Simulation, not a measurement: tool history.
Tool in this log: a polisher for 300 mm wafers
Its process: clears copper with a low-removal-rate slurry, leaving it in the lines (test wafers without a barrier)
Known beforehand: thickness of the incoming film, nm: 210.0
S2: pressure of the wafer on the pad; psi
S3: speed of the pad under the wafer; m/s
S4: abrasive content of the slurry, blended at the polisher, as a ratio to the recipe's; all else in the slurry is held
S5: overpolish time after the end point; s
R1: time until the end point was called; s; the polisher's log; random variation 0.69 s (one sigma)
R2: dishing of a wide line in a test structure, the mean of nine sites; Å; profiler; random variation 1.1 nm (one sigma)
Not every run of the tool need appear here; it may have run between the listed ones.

run 1 hour=0.0 | flow_of_slurry_(ml/min)=275 S2=2.5 S3=0.96 S4=1.00 S5=16 | R1=91.371 R2=238.04
run 2 hour=8.5 | flow_of_slurry_(ml/min)=275 S2=2.5 S3=0.72 S4=1.00 S5=16 | R1=114.650 R2=196.85
run 3 hour=17.5 | flow_of_slurry_(ml/min)=275 S2=3.1 S3=0.72 S4=1.00 S5=16 | R1=95.907 R2=236.68
run 4 hour=23.7 | flow_of_slurry_(ml/min)=215 S2=3.1 S3=0.72 S4=1.00 S5=16 | R1=96.636 R2=241.48
run 5 hour=25.1 | flow_of_slurry_(ml/min)=215 S2=2.5 S3=0.72 S4=1.00 S5=16 | R1=119.710 R2=186.43
run 6 hour=27.1 | flow_of_slurry_(ml/min)=215 S2=2.5 S3=0.72 S4=1.00 S5=13 | R1=119.690 R2=158.72

What will run 7 give?
run 7 hour=32.6 | flow_of_slurry_(ml/min)=225 S2=3.2 S3=1.00 S4=1.05 S5=18 | R1=? R2=?

{"run 7": {"R1": 71.486, "R2": 353.61}}
